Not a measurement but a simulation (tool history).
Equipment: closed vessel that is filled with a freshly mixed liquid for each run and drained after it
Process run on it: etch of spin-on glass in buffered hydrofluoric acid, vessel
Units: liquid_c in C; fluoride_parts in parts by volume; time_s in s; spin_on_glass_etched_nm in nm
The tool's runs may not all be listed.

Run 1, hour 0: liquid_c 22 C, fluoride_parts 16 parts by volume, time_s 30 s. Result: spin_on_glass_etched_nm 36.085 nm.
Run 2, hour 4: liquid_c 22 C, fluoride_parts 16 parts by volume, time_s 30 s. Result: spin_on_glass_etched_nm 35.802 nm.
Run 3, hour 7.9: liquid_c 22 C, fluoride_parts 20.5 parts by volume, time_s 30 s. Result: spin_on_glass_etched_nm 27.746 nm.
Run 4, hour 13: liquid_c 22 C, fluoride_parts 20.5 parts by volume, time_s 30 s. Result: spin_on_glass_etched_nm 27.993 nm.
Run 5, hour 16.6: liquid_c 24.5 C, fluoride_parts 17 parts by volume, time_s 30 s. Result: spin_on_glass_etched_nm 39.016 nm.
Run 6, hour 21: liquid_c 24.5 C, fluoride_parts 17 parts by volume, time_s 30 s. Result: spin_on_glass_etched_nm 38.682 nm.
Run 7, hour 23.2: liquid_c 26 C, fluoride_parts 14.5 parts by volume, time_s 30 s. Result: spin_on_glass_etched_nm 49.04 nm.
Run 8, hour 30.5: liquid_c 27 C, fluoride_parts 13 parts by volume, time_s 30 s. Result: spin_on_glass_etched_nm 57.735 nm.

Expected results for the next run?
Run 9, hour 33: liquid_c 28 C, fluoride_parts 12 parts by volume, time_s 30 s. Result: spin_on_glass_etched_nm ?.

{"run 9": {"spin_on_glass_etched_nm": 65.764}}
